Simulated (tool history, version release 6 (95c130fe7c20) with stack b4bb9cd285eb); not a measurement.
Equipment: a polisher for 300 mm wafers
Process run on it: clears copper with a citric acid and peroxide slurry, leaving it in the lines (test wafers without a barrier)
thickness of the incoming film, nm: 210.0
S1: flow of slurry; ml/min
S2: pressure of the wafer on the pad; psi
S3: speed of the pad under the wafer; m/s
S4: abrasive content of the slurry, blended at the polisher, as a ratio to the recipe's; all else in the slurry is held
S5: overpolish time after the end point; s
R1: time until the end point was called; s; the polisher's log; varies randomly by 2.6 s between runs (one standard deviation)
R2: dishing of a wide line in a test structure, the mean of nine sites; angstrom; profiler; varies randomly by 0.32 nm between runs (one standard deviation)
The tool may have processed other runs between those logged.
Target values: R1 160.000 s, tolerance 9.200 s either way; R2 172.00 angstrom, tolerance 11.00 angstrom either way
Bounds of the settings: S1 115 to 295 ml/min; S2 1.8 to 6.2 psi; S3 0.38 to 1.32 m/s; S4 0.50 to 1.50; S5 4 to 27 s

run 1 hour=0.0 | S1=190 S2=4.0 S3=0.84 S4=1.00 S5=14 | R1=68.833 R2=220.47
run 2 hour=6.6 | S1=220 S2=4.0 S3=0.84 S4=1.00 S5=14 | R1=66.052 R2=222.38
run 3 hour=8.9 | S1=215 S2=3.6 S3=0.80 S4=1.00 S5=15 | R1=75.411 R2=222.09
run 4 hour=11.9 | S1=250 S2=3.6 S3=0.80 S4=1.00 S5=15 | R1=76.054 R2=223.31
run 5 hour=16.9 | S1=250 S2=3.6 S3=0.80 S4=1.00 S5=10 | R1=74.244 R2=162.59
run 6 hour=25.0 | S1=250 S2=3.6 S3=0.80 S4=1.00 S5=14 | R1=75.455 R2=211.46
run 7 hour=31.7 | S1=250 S2=3.3 S3=0.76 S4=1.00 S5=15 | R1=83.558 R2=200.98
run 8 hour=34.7 | S1=250 S2=3.1 S3=0.72 S4=1.00 S5=16 | R1=91.211 R2=200.05
run 9 hour=40.3 | S1=250 S2=2.9 S3=0.68 S4=1.00 S5=17 | R1=102.090 R2=198.69
run 10 hour=47.5 | S1=245 S2=1.8 S3=0.54 S4=1.00 S5=20 | R1=176.240 R2=142.75
run 11 hour=54.3 | S1=245 S2=1.8 S3=0.54 S4=1.00 S5=20 | R1=174.910 R2=138.41
run 12 hour=59.7 | S1=245 S2=2.2 S3=0.54 S4=1.00 S5=24 | R1=147.670 R2=190.06
run 13 hour=68.6 | S1=240 S2=2.2 S3=0.54 S4=1.00 S5=24 | R1=148.760 R2=184.17
run 14 hour=76.1 | S1=235 S2=2.2 S3=0.54 S4=1.00 S5=24 | R1=149.460 R2=184.58

Consider the 5 candidate settings below. Which is the only one whose results all fall within their allowed miss of target?
run A hour=83.6 | S1=225 S2=2.0 S3=0.68 S4=1.05 S5=21 | R1=? R2=?
run B hour=83.6 | S1=235 S2=1.9 S3=0.60 S4=1.35 S5=18 | R1=? R2=?
run C hour=83.6 | S1=280 S2=2.7 S3=0.38 S4=0.90 S5=17 | R1=? R2=?
run D hour=83.6 | S1=150 S2=2.2 S3=0.62 S4=0.75 S5=23 | R1=? R2=?
run E hour=83.6 | S1=260 S2=2.1 S3=0.46 S4=1.15 S5=18 | R1=? R2=?

move=A R1=140.890 R2=176.78
move=B R1=145.280 R2=153.84
move=C R1=141.900 R2=150.64
move=D R1=160.070 R2=172.36
move=E R1=155.070 R2=146.55
A: further off than the last run
B: further off than the last run
C: further off than the last run
D: each result inside its tolerance
E: the furthest-off result lands on target, but another misses its tolerance
The move that meets every target is D.
